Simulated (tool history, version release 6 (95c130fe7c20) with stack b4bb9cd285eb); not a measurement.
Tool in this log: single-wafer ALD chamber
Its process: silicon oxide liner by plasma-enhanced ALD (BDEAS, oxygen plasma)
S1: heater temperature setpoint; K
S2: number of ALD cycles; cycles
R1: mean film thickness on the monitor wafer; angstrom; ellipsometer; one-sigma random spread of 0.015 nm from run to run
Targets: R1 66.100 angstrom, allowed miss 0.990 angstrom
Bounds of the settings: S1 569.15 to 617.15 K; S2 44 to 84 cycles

{"run": 1, "hour": 0.0, "S1": 593.15, "S2": 64, "R1": 56.113}
{"run": 2, "hour": 8.7, "S1": 589.15, "S2": 64, "R1": 56.619}
{"run": 3, "hour": 12.6, "S1": 589.15, "S2": 55, "R1": 48.734}
{"run": 4, "hour": 21.0, "S1": 589.15, "S2": 62, "R1": 54.714}
{"run": 5, "hour": 29.5, "S1": 587.15, "S2": 65, "R1": 57.494}
{"run": 6, "hour": 37.5, "S1": 586.15, "S2": 67, "R1": 59.566}
{"run": 7, "hour": 42.5, "S1": 585.15, "S2": 69, "R1": 61.407}
{"run": 8, "hour": 51.5, "S1": 585.15, "S2": 70, "R1": 62.101}
{"run": 9, "hour": 53.0, "S1": 585.15, "S2": 71, "R1": 63.044}
{"run": 10, "hour": 54.9, "S1": 585.15, "S2": 72, "R1": 64.276}
{"run": 11, "hour": 62.8, "S1": 584.15, "S2": 73, "R1": 64.878}

Consider the 4 candidate settings below. Which is the only one whose results all fall within their allowed miss of target?
{"run": "A", "hour": 70.7, "S1": 583.15, "S2": 72, "R1": "?"}
{"run": "B", "hour": 70.7, "S1": 587.15, "S2": 72, "R1": "?"}
{"run": "C", "hour": 70.7, "S1": 591.15, "S2": 75, "R1": "?"}
{"run": "D", "hour": 70.7, "S1": 588.15, "S2": 72, "R1": "?"}

move=A R1=64.048
move=B R1=63.637
move=C R1=65.860
move=D R1=63.534
A: its largest miss is bigger than the last run's
B: its largest miss is bigger than the last run's
C: all results land within tolerance of their targets
D: its largest miss is bigger than the last run's
C meets every target.
